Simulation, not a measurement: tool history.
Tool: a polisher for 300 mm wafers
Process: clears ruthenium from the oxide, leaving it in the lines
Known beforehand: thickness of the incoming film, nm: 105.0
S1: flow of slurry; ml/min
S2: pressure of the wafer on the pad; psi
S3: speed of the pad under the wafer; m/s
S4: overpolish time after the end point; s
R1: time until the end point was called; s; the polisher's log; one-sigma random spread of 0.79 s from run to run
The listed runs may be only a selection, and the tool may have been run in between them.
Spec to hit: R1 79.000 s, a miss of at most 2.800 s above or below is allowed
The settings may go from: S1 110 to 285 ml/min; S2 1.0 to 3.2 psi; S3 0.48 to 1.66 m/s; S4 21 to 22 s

run  hour   S1   S2    S3  S4       R1
  1   0.0  180  2.1  1.06  21  103.810
  2   6.9  165  2.1  1.06  21  107.120
  3  13.9  165  2.1  1.26  21   89.115
  4  15.4  170  2.1  1.26  21   88.552
  5  16.3  125  2.1  1.26  21   95.657
  6  21.3  135  2.1  1.26  21   94.269
  7  27.6  145  2.1  1.26  21   92.096
  8  36.7  150  2.1  1.26  21   90.394
  9  43.9  155  2.1  1.26  21   90.819
 10  46.2  160  2.1  1.26  21   89.555
 11  50.2  165  2.1  1.26  21   91.110
     51.2  -- slurry nozzle cleaned
 12  51.2  170  2.1  1.26  21   84.353
 13  55.3  180  2.1  1.26  21   83.737
 14  56.1  190  2.1  1.26  21   83.156
 15  64.4  200  2.1  1.26  21   82.270
 16  65.6  200  2.1  1.26  21   82.264
 17  69.6  210  2.1  1.26  21   82.194

5 candidate next runs follow, results not yet known. Just one meets every target within its allowed miss. Identify it.
  A  73.6  220  2.1  1.40  21   ?
  B  73.6  190  2.2  1.26  22   ?
  C  73.6  250  2.5  1.20  21   ?
  D  73.6  195  2.1  1.20  21   ?
  E  73.6  220  2.1  1.42  21   ?

move      R1
   A  75.020
   B  80.879
   C  72.590
   D  88.445
   E  73.987
A: moves the result that the last run missed by most past its target, out the other side
B: all results land within tolerance of their targets
C: moves the result that the last run missed by most past its target, out the other side
D: the biggest miss grows against the last run
E: moves the result that the last run missed by most past its target, out the other side
The right move is B.
